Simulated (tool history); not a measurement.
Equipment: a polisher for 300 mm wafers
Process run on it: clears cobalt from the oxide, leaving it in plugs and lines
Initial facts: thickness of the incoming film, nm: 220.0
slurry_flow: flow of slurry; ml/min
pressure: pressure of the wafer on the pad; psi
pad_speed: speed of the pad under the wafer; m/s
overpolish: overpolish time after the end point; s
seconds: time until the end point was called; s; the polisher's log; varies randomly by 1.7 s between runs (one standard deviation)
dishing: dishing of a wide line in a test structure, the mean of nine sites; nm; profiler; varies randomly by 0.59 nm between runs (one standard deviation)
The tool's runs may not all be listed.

| run | hour | slurry_flow | pressure | pad_speed | overpolish | seconds | dishing |
|---|---|---|---|---|---|---|---|
| 1 | 0.0 | 275 | 1.4 | 0.88 | 30 | 72.856 | 46.679 |
| 2 | 5.8 | 275 | 1.4 | 0.88 | 23 | 72.651 | 40.743 |
| 3 | 8.7 | 275 | 1.1 | 0.88 | 23 | 88.174 | 36.322 |
| 4 | 16.5 | 275 | 1.1 | 0.88 | 25 | 87.375 | 38.290 |
|  | 17.8 | worn pad replaced by a new one |
| 5 | 17.8 | 275 | 1.1 | 0.88 | 27 | 82.286 | 42.693 |
| 6 | 20.2 | 275 | 1.1 | 0.88 | 28 | 82.027 | 42.779 |
| 7 | 26.9 | 275 | 1.1 | 0.88 | 29 | 79.134 | 44.180 |

Run 8 is up next; what results do you expect?
| 8 | 27.6 | 275 | 1.0 | 0.88 | 30 | ? | ? |

{"run 8": {"seconds": 85.993, "dishing": 42.709}}

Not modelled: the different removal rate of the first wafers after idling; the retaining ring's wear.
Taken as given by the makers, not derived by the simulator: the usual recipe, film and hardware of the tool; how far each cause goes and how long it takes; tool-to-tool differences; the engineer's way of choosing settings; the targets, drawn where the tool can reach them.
